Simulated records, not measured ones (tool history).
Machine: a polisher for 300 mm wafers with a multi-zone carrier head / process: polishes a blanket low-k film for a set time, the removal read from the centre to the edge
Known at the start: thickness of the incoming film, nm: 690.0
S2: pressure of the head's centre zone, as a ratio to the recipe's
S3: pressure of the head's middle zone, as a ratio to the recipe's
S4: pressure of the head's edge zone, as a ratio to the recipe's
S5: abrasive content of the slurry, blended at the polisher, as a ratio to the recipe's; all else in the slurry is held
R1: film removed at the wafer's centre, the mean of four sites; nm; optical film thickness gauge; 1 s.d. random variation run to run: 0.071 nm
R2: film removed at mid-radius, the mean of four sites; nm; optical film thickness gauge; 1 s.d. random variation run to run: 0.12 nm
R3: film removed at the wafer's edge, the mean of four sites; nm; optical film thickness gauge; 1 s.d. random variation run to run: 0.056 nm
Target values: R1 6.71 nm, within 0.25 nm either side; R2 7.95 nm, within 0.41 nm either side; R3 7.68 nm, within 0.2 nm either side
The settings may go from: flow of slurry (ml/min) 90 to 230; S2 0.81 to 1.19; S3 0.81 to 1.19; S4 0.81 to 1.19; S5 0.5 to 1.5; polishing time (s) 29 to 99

run 1 hour=0 | flow_of_slurry_(ml/min)=150 S2=1 S3=1 S4=1 S5=1 polishing_time_(s)=64 | R1=17.111 R2=17.481 R3=17.721
run 2 hour=5.9 | flow_of_slurry_(ml/min)=140 S2=0.96 S3=1 S4=0.96 S5=0.85 polishing_time_(s)=55 | R1=12.789 R2=14.069 R3=13.48
run 3 hour=8.3 | flow_of_slurry_(ml/min)=130 S2=0.92 S3=0.96 S4=0.93 S5=0.75 polishing_time_(s)=50 | R1=10.248 R2=11.122 R3=11.284
run 4 hour=16 | flow_of_slurry_(ml/min)=130 S2=0.92 S3=0.96 S4=0.93 S5=0.65 polishing_time_(s)=50 | R1=9.2431 R2=10.267 R3=10.226
run 5 hour=20.8 | flow_of_slurry_(ml/min)=125 S2=0.9 S3=0.96 S4=0.91 S5=0.6 polishing_time_(s)=48 | R1=8.1642 R2=9.3597 R3=9.3833
run 6 hour=26 | flow_of_slurry_(ml/min)=120 S2=0.9 S3=0.96 S4=0.88 S5=0.55 polishing_time_(s)=47 | R1=7.6101 R2=8.5638 R3=8.4065
run 7 hour=30 | flow_of_slurry_(ml/min)=115 S2=0.89 S3=0.96 S4=0.87 S5=0.55 polishing_time_(s)=47 | R1=7.3879 R2=8.1789 R3=8.4167
run 8 hour=33 | flow_of_slurry_(ml/min)=115 S2=0.88 S3=0.99 S4=0.85 S5=0.55 polishing_time_(s)=47 | R1=7.0886 R2=8.8355 R3=8.2605

Pick the move, out of 5, that brings all results within their allowed miss; only one does.
run A hour=36 | flow_of_slurry_(ml/min)=100 S2=0.81 S3=0.9 S4=0.92 S5=0.6 polishing_time_(s)=47 | R1=? R2=? R3=?
run B hour=36 | flow_of_slurry_(ml/min)=155 S2=0.92 S3=1.03 S4=1 S5=0.5 polishing_time_(s)=41 | R1=? R2=? R3=?
run C hour=36 | flow_of_slurry_(ml/min)=125 S2=0.93 S3=1.19 S4=0.83 S5=0.6 polishing_time_(s)=43 | R1=? R2=? R3=?
run D hour=36 | flow_of_slurry_(ml/min)=100 S2=0.83 S3=0.82 S4=0.92 S5=0.7 polishing_time_(s)=44 | R1=? R2=? R3=?
run E hour=36 | flow_of_slurry_(ml/min)=115 S2=0.9 S3=1.15 S4=0.82 S5=0.5 polishing_time_(s)=50 | R1=? R2=? R3=?

move=A R1=6.6866 R2=7.9678 R3=8.7879
move=B R1=6.6966 R2=7.7298 R3=7.6538
move=C R1=7.57 R2=9.8325 R3=7.9825
move=D R1=7.0232 R2=7.5666 R3=9.0205
move=E R1=7.3918 R2=9.6678 R3=8.0968
A: further off than the last run
B: meets every target
C: further off than the last run
D: further off than the last run
E: further off than the last run
Move B is the one to make.
